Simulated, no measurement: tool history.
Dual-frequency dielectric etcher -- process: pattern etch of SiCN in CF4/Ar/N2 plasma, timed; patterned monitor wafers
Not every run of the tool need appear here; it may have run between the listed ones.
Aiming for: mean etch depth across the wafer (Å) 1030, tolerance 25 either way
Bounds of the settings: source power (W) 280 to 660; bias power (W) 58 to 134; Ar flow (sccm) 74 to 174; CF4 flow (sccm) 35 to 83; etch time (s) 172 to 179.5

run  hour  source power (W)  bias power (W)  Ar flow (sccm)  CF4 flow (sccm)  etch time (s)  mean etch depth across the wafer (Å)
  1     0               470              96             124               59            172                                1470.6
  2   3.8               470              96             124               59            172                                1487.3
  3  10.5               470             103             124               59            172                                1512.8
  4  16.6               470             103             124               59            172                                1519.3
  5    19               430             101             125               59            172                                1385.3
  6  26.5               430              88             125               59            172                                1307.6
     28.3  -- Ar flow controller replaced
  7  28.3               410              88             125               59            172                                1247.1
  8    31               390              88             125               59            172                                1186.3

Below are 5 possible settings for the next run. Only one of them brings all results inside the allowed miss of their targets. Which is it?
  A  33.7               330              86             121               56            172                                     ?
  B  33.7               340              74              93               77            172                                     ?
  C  33.7               480              86              89               35          173.5                                     ?
  D  33.7               390              95             128               64          179.5                                     ?
  E  33.7               300              96             105               62            172                                     ?

move  mean etch depth across the wafer (Å)
   A                                 991.7
   B                                1046.8
   C                                  1398
   D                                1293.2
   E                                979.87
A: the result that was furthest off in the last run now lies on the other side of its target
B: all results land within tolerance of their targets
C: lands further from the targets than the last run did
D: lands further from the targets than the last run did
E: the result that was furthest off in the last run now lies on the other side of its target
The move that meets every target is B.
